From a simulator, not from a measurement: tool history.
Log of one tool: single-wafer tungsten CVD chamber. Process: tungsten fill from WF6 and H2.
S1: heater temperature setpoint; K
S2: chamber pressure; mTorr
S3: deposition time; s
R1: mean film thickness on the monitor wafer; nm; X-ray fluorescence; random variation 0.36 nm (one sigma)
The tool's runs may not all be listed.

Run 1, day 0.000: S1 673.15 K, S2 45700 mTorr, S3 34.5 s. Result: R1 117.390 nm.
Run 2, day 0.029: S1 673.15 K, S2 37600 mTorr, S3 34.5 s. Result: R1 102.910 nm.
Run 3, day 0.196: S1 664.15 K, S2 37600 mTorr, S3 34.5 s. Result: R1 87.581 nm.
Run 4, day 0.246: S1 656.15 K, S2 37600 mTorr, S3 34.5 s. Result: R1 74.965 nm.
Run 5, day 0.312: S1 652.15 K, S2 37600 mTorr, S3 34.5 s. Result: R1 69.325 nm.
Run 6, day 0.367: S1 658.15 K, S2 37700 mTorr, S3 34.5 s. Result: R1 78.136 nm.
Run 7, day 0.533: S1 658.15 K, S2 37700 mTorr, S3 34.5 s. Result: R1 77.675 nm.
Run 8, day 0.838: S1 663.15 K, S2 37800 mTorr, S3 34.5 s. Result: R1 86.251 nm.
Run 9, day 1.004: S1 667.15 K, S2 37900 mTorr, S3 34.5 s. Result: R1 92.814 nm.

Run 10 comes next. What will it give?
Run 10, day 1.171: S1 670.15 K, S2 38000 mTorr, S3 34.5 s. Result: R1 ?.

{"run 10": {"R1": 98.687}}
